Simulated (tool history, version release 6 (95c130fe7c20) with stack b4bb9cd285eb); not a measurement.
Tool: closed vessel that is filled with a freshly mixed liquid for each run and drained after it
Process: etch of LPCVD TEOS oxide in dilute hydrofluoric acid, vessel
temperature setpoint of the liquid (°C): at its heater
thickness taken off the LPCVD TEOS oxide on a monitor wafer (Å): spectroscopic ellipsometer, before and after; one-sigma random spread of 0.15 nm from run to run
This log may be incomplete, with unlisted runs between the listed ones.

run,day,temperature setpoint of the liquid (°C),parts of water to one part of 49 % hydrofluoric acid (parts by volume),time in the liquid (s),thickness taken off the LPCVD TEOS oxide on a monitor wafer (Å)
1,0.000,21,105,30,103.74
2,0.242,21,105,30,103.32
3,0.496,22,100,30,115.89
4,0.567,23,95,30,127.35
5,0.729,24,90,30,139.34
6,0.992,24,90,30,139.50

Run 7, settings as shown, results not yet in. Your forecast:
7,1.338,24,90,30,?

thickness taken off the LPCVD TEOS oxide on a monitor wafer (Å): 140.87
